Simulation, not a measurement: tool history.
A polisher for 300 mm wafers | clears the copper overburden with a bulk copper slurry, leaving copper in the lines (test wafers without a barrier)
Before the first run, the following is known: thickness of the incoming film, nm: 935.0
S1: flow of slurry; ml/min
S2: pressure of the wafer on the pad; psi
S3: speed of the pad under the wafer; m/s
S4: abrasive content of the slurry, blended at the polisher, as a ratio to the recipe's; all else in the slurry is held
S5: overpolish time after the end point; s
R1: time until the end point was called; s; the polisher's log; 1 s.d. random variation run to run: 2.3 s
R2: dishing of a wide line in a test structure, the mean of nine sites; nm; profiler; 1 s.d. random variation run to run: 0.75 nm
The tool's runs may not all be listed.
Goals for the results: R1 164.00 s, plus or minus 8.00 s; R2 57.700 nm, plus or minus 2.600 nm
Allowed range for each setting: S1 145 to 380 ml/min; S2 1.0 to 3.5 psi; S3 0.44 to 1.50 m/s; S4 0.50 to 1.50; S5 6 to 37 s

{"run": 1, "hour": 0.0, "S1": 245, "S2": 2.2, "S3": 0.96, "S4": 1.0, "S5": 19, "R1": 135.03, "R2": 63.459}
{"run": 2, "hour": 2.6, "S1": 245, "S2": 2.2, "S3": 0.96, "S4": 1.0, "S5": 26, "R1": 136.39, "R2": 75.322}
{"run": 3, "hour": 6.7, "S1": 245, "S2": 2.1, "S3": 0.96, "S4": 1.0, "S5": 24, "R1": 143.23, "R2": 70.076}
{"run": 4, "hour": 14.4, "S1": 245, "S2": 2.1, "S3": 0.82, "S4": 1.0, "S5": 24, "R1": 158.82, "R2": 63.373}
{"run": 5, "hour": 19.7, "S1": 245, "S2": 2.1, "S3": 0.72, "S4": 1.0, "S5": 24, "R1": 187.36, "R2": 58.875}
{"run": 6, "hour": 24.5, "S1": 245, "S2": 2.1, "S3": 0.6, "S4": 1.0, "S5": 24, "R1": 218.14, "R2": 52.396}
{"run": 7, "hour": 30.3, "S1": 245, "S2": 2.3, "S3": 0.6, "S4": 1.0, "S5": 23, "R1": 206.32, "R2": 56.343}
{"run": 8, "hour": 34.2, "S1": 245, "S2": 2.4, "S3": 0.62, "S4": 1.0, "S5": 21, "R1": 188.0, "R2": 55.034}
{"run": 9, "hour": 40.7, "S1": 245, "S2": 2.5, "S3": 0.62, "S4": 1.0, "S5": 20, "R1": 183.34, "R2": 56.36}

Exactly one of the 5 candidate moves below puts every result within its allowed miss. Which one?
{"run": "A", "hour": 47.2, "S1": 240, "S2": 2.0, "S3": 0.68, "S4": 1.1, "S5": 22, "R1": "?", "R2": "?"}
{"run": "B", "hour": 47.2, "S1": 225, "S2": 2.6, "S3": 0.66, "S4": 1.05, "S5": 19, "R1": "?", "R2": "?"}
{"run": "C", "hour": 47.2, "S1": 215, "S2": 3.0, "S3": 0.5, "S4": 1.05, "S5": 25, "R1": "?", "R2": "?"}
{"run": "D", "hour": 47.2, "S1": 275, "S2": 2.6, "S3": 0.6, "S4": 0.95, "S5": 25, "R1": "?", "R2": "?"}
{"run": "E", "hour": 47.2, "S1": 290, "S2": 2.7, "S3": 0.64, "S4": 0.9, "S5": 23, "R1": "?", "R2": "?"}

move=A R1=200.32 R2=53.227
move=B R1=162.76 R2=57.256
move=C R1=185.42 R2=63.917
move=D R1=178.00 R2=64.350
move=E R1=162.37 R2=65.017
A: the biggest miss grows against the last run
B: hits every target within its allowed miss
C: the biggest miss grows against the last run
D: the biggest miss grows against the last run
E: corrects the largest miss of the last run, while another result sits out of spec
Move B is the one to make.

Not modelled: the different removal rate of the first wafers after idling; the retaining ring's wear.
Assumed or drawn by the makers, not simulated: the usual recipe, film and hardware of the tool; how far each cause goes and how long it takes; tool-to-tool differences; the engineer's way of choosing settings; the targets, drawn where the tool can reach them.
